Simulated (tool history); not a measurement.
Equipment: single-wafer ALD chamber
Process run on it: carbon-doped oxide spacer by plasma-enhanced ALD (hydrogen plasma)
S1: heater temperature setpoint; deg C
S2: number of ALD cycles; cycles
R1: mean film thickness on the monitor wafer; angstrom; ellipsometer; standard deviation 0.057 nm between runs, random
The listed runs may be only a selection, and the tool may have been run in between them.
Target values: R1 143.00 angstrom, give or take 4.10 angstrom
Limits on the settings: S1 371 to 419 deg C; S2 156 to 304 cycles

run	hour	S1	S2	R1
1	0.0	395	230	116.15
2	5.8	395	238	119.53
3	10.7	395	245	122.47
4	16.3	395	218	109.48
5	17.9	395	228	114.17
6	24.3	395	205	102.79
7	32.4	395	217	108.72
8	39.7	395	227	113.37
9	47.1	395	236	118.37
10	51.8	395	243	121.15
11	55.8	395	250	125.34
12	61.3	395	255	127.83
13	67.2	395	259	130.73
14	74.8	395	262	131.04

Of the 5 settings listed for the next run, only one would bring every result within its allowed miss of target. Which one?
A	82.4	393	232	?
B	82.4	393	226	?
C	82.4	398	283	?
D	82.4	391	245	?
E	82.4	401	241	?

move	R1
A	115.58
B	112.59
C	140.99
D	122.06
E	119.47
A: moves away from the targets compared with the last run
B: moves away from the targets compared with the last run
C: in spec on every target
D: moves away from the targets compared with the last run
E: moves away from the targets compared with the last run
C meets every target.
